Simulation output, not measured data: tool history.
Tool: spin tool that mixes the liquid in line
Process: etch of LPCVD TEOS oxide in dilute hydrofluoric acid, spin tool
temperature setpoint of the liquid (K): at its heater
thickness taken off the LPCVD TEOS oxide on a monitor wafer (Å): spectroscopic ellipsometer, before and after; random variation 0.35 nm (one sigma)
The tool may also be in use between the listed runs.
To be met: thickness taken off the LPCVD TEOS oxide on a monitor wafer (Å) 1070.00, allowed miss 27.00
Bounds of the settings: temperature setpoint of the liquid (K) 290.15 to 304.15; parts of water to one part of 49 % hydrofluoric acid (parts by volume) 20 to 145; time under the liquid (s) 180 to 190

| run | hour | temperature setpoint of the liquid (K) | parts of water to one part of 49 % hydrofluoric acid (parts by volume) | time under the liquid (s) | thickness taken off the LPCVD TEOS oxide on a monitor wafer (Å) |
|---|---|---|---|---|---|
| 1 | 0.0 | 296.15 | 80 | 180 | 787.03 |
| 2 | 3.8 | 298.15 | 80 | 180 | 859.72 |
| 3 | 12.0 | 298.15 | 80 | 180 | 852.07 |
| 4 | 12.7 | 298.15 | 60 | 180 | 1170.30 |
| 5 | 17.8 | 297.65 | 60 | 180 | 1145.20 |
| 6 | 23.6 | 297.65 | 50 | 180 | 1394.60 |
| 7 | 27.9 | 295.65 | 50 | 180 | 1282.30 |
| 8 | 32.8 | 294.15 | 50 | 180 | 1203.10 |
| 9 | 37.7 | 293.15 | 50 | 180 | 1154.20 |
| 10 | 45.6 | 293.15 | 50 | 180 | 1158.40 |
| 11 | 49.9 | 292.65 | 50 | 180 | 1128.30 |
| 12 | 52.0 | 292.15 | 50 | 180 | 1101.70 |

5 next moves are on the table. One of them brings every result within its allowed miss. Which?
| A | 54.1 | 293.15 | 60 | 190 | ? |
| B | 54.1 | 290.15 | 45 | 180 | ? |
| C | 54.1 | 292.65 | 55 | 180 | ? |
| D | 54.1 | 291.15 | 50 | 180 | ? |
| E | 54.1 | 291.15 | 55 | 190 | ? |

| move | thickness taken off the LPCVD TEOS oxide on a monitor wafer (Å) |
|---|---|
| A | 1008.30 |
| B | 1139.30 |
| C | 1026.30 |
| D | 1064.80 |
| E | 1016.00 |
A: takes the result that was furthest off past its target
B: further off than the last run
C: takes the result that was furthest off past its target
D: meets every target
E: takes the result that was furthest off past its target
The right move is D.

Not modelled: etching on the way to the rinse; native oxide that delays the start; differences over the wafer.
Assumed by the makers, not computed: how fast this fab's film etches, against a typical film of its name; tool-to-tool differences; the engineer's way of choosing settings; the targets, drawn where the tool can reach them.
